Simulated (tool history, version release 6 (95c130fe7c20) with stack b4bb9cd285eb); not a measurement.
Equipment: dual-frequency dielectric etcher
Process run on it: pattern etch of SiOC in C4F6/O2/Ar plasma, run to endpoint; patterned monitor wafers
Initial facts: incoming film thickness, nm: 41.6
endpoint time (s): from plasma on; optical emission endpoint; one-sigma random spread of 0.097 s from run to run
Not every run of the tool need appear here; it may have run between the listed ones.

{"run": 1, "hour": 0.0, "bias power (W)": 566, "source power (W)": 330, "endpoint time (s)": 14.101}
{"run": 2, "hour": 7.2, "bias power (W)": 566, "source power (W)": 280, "endpoint time (s)": 14.617}
{"run": 3, "hour": 13.0, "bias power (W)": 520, "source power (W)": 280, "endpoint time (s)": 15.093}
{"run": 4, "hour": 20.0, "bias power (W)": 468, "source power (W)": 280, "endpoint time (s)": 15.62}
{"run": 5, "hour": 28.0, "bias power (W)": 500, "source power (W)": 290, "endpoint time (s)": 15.058}
{"run": 6, "hour": 31.9, "bias power (W)": 527, "source power (W)": 300, "endpoint time (s)": 14.682}
{"run": 7, "hour": 34.1, "bias power (W)": 551, "source power (W)": 310, "endpoint time (s)": 14.227}
{"run": 8, "hour": 42.3, "bias power (W)": 571, "source power (W)": 310, "endpoint time (s)": 14.217}
{"run": 9, "hour": 47.9, "bias power (W)": 571, "source power (W)": 310, "endpoint time (s)": 14.093}
{"run": 10, "hour": 52.4, "bias power (W)": 591, "source power (W)": 310, "endpoint time (s)": 13.928}
{"run": 11, "hour": 58.8, "bias power (W)": 609, "source power (W)": 310, "endpoint time (s)": 13.83}

Run 12 is up next; what results do you expect?
{"run": 12, "hour": 64.1, "bias power (W)": 626, "source power (W)": 320, "endpoint time (s)": "?"}

Run 12 yielded endpoint time (s) 13.456.
